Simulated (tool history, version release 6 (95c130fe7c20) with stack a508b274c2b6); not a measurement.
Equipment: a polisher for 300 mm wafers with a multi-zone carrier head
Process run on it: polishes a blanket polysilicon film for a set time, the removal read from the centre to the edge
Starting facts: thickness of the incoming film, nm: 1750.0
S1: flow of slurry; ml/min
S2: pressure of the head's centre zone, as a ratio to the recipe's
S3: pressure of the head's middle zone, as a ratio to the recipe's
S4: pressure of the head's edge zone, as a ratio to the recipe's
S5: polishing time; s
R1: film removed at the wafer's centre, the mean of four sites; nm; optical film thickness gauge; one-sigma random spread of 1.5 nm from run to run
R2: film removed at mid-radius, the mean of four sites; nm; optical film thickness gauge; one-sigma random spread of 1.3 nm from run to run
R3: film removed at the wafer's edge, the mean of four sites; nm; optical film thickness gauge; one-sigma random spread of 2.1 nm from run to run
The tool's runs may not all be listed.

run	hour	S1	S2	S3	S4	S5	R1	R2	R3
1	0.0	160	1.00	1.00	1.00	47	209.59	231.64	252.33
2	2.7	130	1.00	1.00	1.00	47	201.67	224.09	238.43
3	7.5	125	1.01	0.99	0.98	44	193.40	203.34	216.93
4	11.1	125	0.95	0.99	0.98	44	177.40	202.62	213.52
5	12.8	125	1.03	0.99	0.98	44	190.67	204.44	220.87
6	17.3	125	1.03	1.07	0.98	44	191.97	220.68	215.14
7	25.8	120	1.03	1.05	0.96	42	181.34	205.38	203.14
# hour 26.4: centre zone pressure recalibrated
8	26.4	115	1.03	1.03	0.94	40	196.18	188.44	193.84
9	34.4	110	1.00	1.02	0.94	39	181.40	177.00	184.06
10	37.4	110	0.98	1.02	0.94	38	172.44	172.60	183.15
11	40.5	115	0.97	0.98	0.85	28	126.53	124.99	128.75

Run 12 is up next; what results do you expect?
12	48.4	160	0.99	1.02	0.95	27	?	?	?

R1: 135.93 nm
R2: 133.11 nm
R3: 140.20 nm

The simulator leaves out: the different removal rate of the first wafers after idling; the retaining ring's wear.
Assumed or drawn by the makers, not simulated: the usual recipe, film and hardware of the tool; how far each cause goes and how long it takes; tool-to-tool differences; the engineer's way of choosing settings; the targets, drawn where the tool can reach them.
